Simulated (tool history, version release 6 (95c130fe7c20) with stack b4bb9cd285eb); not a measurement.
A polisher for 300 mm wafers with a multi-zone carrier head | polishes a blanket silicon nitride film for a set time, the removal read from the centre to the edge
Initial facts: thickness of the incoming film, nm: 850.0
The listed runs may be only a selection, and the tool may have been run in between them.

run,hour,flow of slurry (ml/min),pressure of the head's centre zone,pressure of the head's middle zone,pressure of the head's edge zone,polishing time (s),film removed at the wafer's centre (Å),film removed at mid-radius (Å),film removed at the wafer's edge (Å)
1,0.0,175,1.00,1.00,1.00,60,939.95,972.25,979.42
2,3.8,175,1.00,0.94,1.00,60,960.91,931.43,979.79
3,9.6,175,1.00,0.94,0.94,60,959.11,917.17,945.48
4,16.2,180,1.01,0.96,0.95,61,981.54,958.78,945.45
5,23.2,185,1.02,0.97,0.96,62,1025.00,993.89,987.69
6,31.6,185,1.02,0.97,0.96,69,1138.20,1093.80,1097.40
7,38.4,190,1.02,0.99,0.96,69,1194.10,1112.30,1077.60
8,45.2,190,0.92,1.09,1.02,77,1178.60,1355.10,1267.80

What will run 9 give?
9,51.0,190,0.93,1.09,1.01,77,?,?,?

film removed at the wafer's centre (Å): 1182.00
film removed at mid-radius (Å): 1362.00
film removed at the wafer's edge (Å): 1255.60
